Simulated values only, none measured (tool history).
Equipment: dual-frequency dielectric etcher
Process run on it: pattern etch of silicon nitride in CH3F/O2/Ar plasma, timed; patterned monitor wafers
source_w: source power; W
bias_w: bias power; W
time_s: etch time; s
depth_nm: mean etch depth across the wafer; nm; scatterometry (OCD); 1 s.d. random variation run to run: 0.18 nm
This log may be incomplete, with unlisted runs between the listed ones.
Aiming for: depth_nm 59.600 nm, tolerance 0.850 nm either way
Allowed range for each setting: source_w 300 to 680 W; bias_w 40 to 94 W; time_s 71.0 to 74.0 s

| run | day | source_w | bias_w | time_s | depth_nm |
|---|---|---|---|---|---|
| 1 | 0.000 | 490 | 67 | 71.0 | 53.230 |
| 2 | 0.267 | 510 | 67 | 71.0 | 54.078 |
| 3 | 0.362 | 510 | 67 | 71.0 | 53.862 |
| 4 | 0.638 | 530 | 67 | 71.0 | 54.550 |
| 5 | 1.004 | 530 | 56 | 71.0 | 50.250 |
| 6 | 1.358 | 550 | 58 | 71.0 | 51.934 |
| 7 | 1.604 | 570 | 59 | 71.0 | 53.004 |
| 8 | 1.804 | 590 | 60 | 71.0 | 54.244 |
| 9 | 1.879 | 600 | 61 | 71.0 | 55.215 |
| 10 | 2.133 | 610 | 61 | 71.0 | 55.439 |
| 11 | 2.425 | 620 | 62 | 71.0 | 56.253 |

Pick the move, out of 4, that brings all results within their allowed miss; only one does.
| A | 2.717 | 580 | 65 | 74.0 | ? |
| B | 2.717 | 650 | 70 | 73.5 | ? |
| C | 2.717 | 640 | 68 | 73.5 | ? |
| D | 2.717 | 600 | 69 | 73.0 | ? |

| move | depth_nm |
|---|---|
| A | 58.432 |
| B | 62.514 |
| C | 61.385 |
| D | 59.902 |
A: nearer than the last run, and not there yet
B: pushes the last run's worst result past its target
C: pushes the last run's worst result past its target
D: all results in spec
Answer: D
